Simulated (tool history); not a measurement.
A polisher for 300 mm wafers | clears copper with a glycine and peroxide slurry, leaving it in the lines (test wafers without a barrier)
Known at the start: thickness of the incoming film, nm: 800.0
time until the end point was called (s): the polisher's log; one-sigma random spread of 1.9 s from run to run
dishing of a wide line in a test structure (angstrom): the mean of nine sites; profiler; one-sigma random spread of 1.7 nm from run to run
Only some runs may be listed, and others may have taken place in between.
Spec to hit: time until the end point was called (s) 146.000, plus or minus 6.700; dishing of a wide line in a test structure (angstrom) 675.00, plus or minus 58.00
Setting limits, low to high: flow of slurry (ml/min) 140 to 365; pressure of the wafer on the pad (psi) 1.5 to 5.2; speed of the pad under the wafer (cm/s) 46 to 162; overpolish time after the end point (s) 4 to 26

run,hour,flow of slurry (ml/min),pressure of the wafer on the pad (psi),speed of the pad under the wafer (cm/s),overpolish time after the end point (s),time until the end point was called (s),dishing of a wide line in a test structure (angstrom)
1,0.0,235,3.3,104,13,102.700,791.65
2,8.4,235,3.3,104,8,103.420,478.23
3,12.2,235,3.0,102,10,109.620,543.88
4,14.8,235,3.5,102,10,98.819,618.55
5,23.1,290,3.5,102,10,96.183,643.47
6,25.0,290,3.5,102,7,94.650,447.97
7,30.6,285,3.2,100,9,102.960,525.20
8,37.6,280,2.9,98,10,115.850,541.66
9,43.7,280,2.7,98,11,123.410,541.89
10,49.6,280,2.6,98,12,122.910,582.59
11,57.2,280,2.5,96,13,132.410,590.86
12,58.9,280,2.4,96,14,135.290,602.62

Exercise: of the 4 proposed moves below, exactly one satisfies all targets within the stated allowed misses. Which move is it?
A,60.6,275,2.3,120,14,?,?
B,60.6,290,2.5,104,12,?,?
C,60.6,290,3.2,76,11,?,?
D,60.6,315,2.4,88,16,?,?

move,time until the end point was called (s),dishing of a wide line in a test structure (angstrom)
A,124.030,667.24
B,127.640,575.33
C,129.570,533.51
D,146.700,654.60
A: the biggest miss grows against the last run
B: the biggest miss grows against the last run
C: the biggest miss grows against the last run
D: every result lands within tolerance
D is the move that brings every result within its allowed miss.
